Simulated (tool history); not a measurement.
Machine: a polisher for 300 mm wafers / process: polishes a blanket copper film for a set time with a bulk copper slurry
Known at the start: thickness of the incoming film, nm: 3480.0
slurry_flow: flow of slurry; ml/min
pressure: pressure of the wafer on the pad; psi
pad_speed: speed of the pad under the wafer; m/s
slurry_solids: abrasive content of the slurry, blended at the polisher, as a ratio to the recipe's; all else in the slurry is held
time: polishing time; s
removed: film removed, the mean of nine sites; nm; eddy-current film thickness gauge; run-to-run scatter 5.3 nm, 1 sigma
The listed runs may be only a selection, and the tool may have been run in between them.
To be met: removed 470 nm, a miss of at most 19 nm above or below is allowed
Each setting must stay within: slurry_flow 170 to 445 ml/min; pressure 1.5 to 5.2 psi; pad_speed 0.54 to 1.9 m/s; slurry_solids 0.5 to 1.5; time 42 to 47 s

run 1 day=0 | slurry_flow=285 pressure=3.3 pad_speed=1.22 slurry_solids=1 time=47 | removed=590.89
run 2 day=0.092 | slurry_flow=285 pressure=3.3 pad_speed=1.22 slurry_solids=0.8 time=47 | removed=551.93
run 3 day=0.392 | slurry_flow=285 pressure=3.1 pad_speed=1.22 slurry_solids=0.8 time=47 | removed=522.78
run 4 day=0.454 | slurry_flow=340 pressure=3.1 pad_speed=1.22 slurry_solids=0.8 time=47 | removed=531.64
run 5 day=0.771 | slurry_flow=340 pressure=3 pad_speed=1.22 slurry_solids=0.8 time=47 | removed=518.42
run 6 day=1.05 | slurry_flow=340 pressure=3.3 pad_speed=1.22 slurry_solids=0.8 time=47 | removed=549.55
run 7 day=1.392 | slurry_flow=340 pressure=3.1 pad_speed=1.22 slurry_solids=0.8 time=47 | removed=534.35
run 8 day=1.721 | slurry_flow=340 pressure=2.9 pad_speed=1.22 slurry_solids=0.8 time=47 | removed=498.02

Next run, 4 choices. One meets every target within its allowed miss, the rest don't. Which?
run A day=2.05 | slurry_flow=325 pressure=2.1 pad_speed=1.6 slurry_solids=0.6 time=46 | removed=?
run B day=2.05 | slurry_flow=300 pressure=3.6 pad_speed=1.34 slurry_solids=0.6 time=44 | removed=?
run C day=2.05 | slurry_flow=325 pressure=3 pad_speed=1.24 slurry_solids=0.85 time=45 | removed=?
run D day=2.05 | slurry_flow=315 pressure=3.1 pad_speed=1.5 slurry_solids=0.5 time=42 | removed=?

move=A removed=465.9
move=B removed=555.6
move=C removed=504.46
move=D removed=502.66
A: all results in spec
B: its largest miss is bigger than the last run's
C: its largest miss is bigger than the last run's
D: its largest miss is bigger than the last run's
The move that meets every target is A.
